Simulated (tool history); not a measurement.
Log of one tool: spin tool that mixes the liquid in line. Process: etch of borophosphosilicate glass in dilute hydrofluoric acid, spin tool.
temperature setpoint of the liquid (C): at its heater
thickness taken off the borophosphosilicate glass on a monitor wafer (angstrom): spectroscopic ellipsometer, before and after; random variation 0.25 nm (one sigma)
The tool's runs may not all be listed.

run,hour,temperature setpoint of the liquid (C),parts of water to one part of 49 % hydrofluoric acid (parts by volume),time under the liquid (s),thickness taken off the borophosphosilicate glass on a monitor wafer (angstrom)
1,0,22,95,55,248.43
2,5.7,23,90,55,276.1
3,13.1,23,110,55,218.07
4,16.1,23.5,105,55,235.81
5,18.3,21,105,55,214.81
6,21.3,21,105,60,232.65
7,24.1,22,105,60,243.93
8,27.6,23,100,60,266.76
9,31.8,23.5,95,60,287.63

Run 10 comes next. What will it give?
10,36,24,90,60,?

{"run 10": {"thickness taken off the borophosphosilicate glass on a monitor wafer (angstrom)": 311.69}}

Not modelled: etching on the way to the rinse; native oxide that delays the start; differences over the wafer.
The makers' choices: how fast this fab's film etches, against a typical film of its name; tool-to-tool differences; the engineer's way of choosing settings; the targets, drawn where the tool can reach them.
